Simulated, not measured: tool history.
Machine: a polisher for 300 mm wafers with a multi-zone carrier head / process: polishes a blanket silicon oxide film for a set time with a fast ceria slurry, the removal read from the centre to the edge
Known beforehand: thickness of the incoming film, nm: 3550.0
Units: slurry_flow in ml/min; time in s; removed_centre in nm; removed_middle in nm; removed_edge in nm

run  hour  slurry_flow  centre_zone  middle_zone  edge_zone  time  removed_centre  removed_middle  removed_edge
  1     0          240            1            1          1    66          964.72          964.25        941.96
  2   5.1          250         1.01         0.99       1.02    66          979.79          964.08        955.19
  3   9.9          250         1.01         0.99       1.07    66          977.35          958.82        984.31
  4  18.8          215         1.01         0.99       1.07    66          966.79          935.45        970.42
  5  25.3          215         1.01         0.95       1.07    66          959.03          924.19        973.93
  6  32.6          225         1.02         0.95       1.08    66          958.79           921.3        975.87
  7  35.4          230         1.04         0.95       1.09    66          993.82          927.47        986.09
  8  42.6          240         1.05         0.95        1.1    66          1018.6           926.1        999.55

Predict the results of run 9:
  9  47.7          250         1.06         0.95       1.11    66               ?               ?             ?

{"run 9": {"removed_centre": 1017.2, "removed_middle": 921.01, "removed_edge": 1003.9}}
